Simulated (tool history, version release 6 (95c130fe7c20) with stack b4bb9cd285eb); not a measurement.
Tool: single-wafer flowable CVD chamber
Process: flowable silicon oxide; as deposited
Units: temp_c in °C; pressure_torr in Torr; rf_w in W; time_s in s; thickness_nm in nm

{"run": 1, "day": 0.0, "temp_c": 90, "pressure_torr": 0.755, "rf_w": 2175, "time_s": 459, "thickness_nm": 373.73}
{"run": 2, "day": 0.054, "temp_c": 90, "pressure_torr": 0.755, "rf_w": 2175, "time_s": 459, "thickness_nm": 371.39}
{"run": 3, "day": 0.342, "temp_c": 90, "pressure_torr": 0.755, "rf_w": 1920, "time_s": 459, "thickness_nm": 363.2}
{"run": 4, "day": 0.517, "temp_c": 94, "pressure_torr": 0.755, "rf_w": 1920, "time_s": 459, "thickness_nm": 311.37}
{"run": 5, "day": 0.671, "temp_c": 94, "pressure_torr": 0.755, "rf_w": 1650, "time_s": 459, "thickness_nm": 295.92}
{"run": 6, "day": 0.812, "temp_c": 89, "pressure_torr": 0.755, "rf_w": 1650, "time_s": 459, "thickness_nm": 358.49}
{"run": 7, "day": 1.058, "temp_c": 92, "pressure_torr": 0.755, "rf_w": 1650, "time_s": 459, "thickness_nm": 319.49}
{"run": 8, "day": 1.233, "temp_c": 94, "pressure_torr": 0.755, "rf_w": 1650, "time_s": 459, "thickness_nm": 297.14}
{"run": 9, "day": 1.3, "temp_c": 96, "pressure_torr": 0.755, "rf_w": 1650, "time_s": 459, "thickness_nm": 273.67}

Forecast run 10:
{"run": 10, "day": 1.642, "temp_c": 97, "pressure_torr": 0.755, "rf_w": 1650, "time_s": 459, "thickness_nm": "?"}

{"run 10": {"thickness_nm": 264.89}}
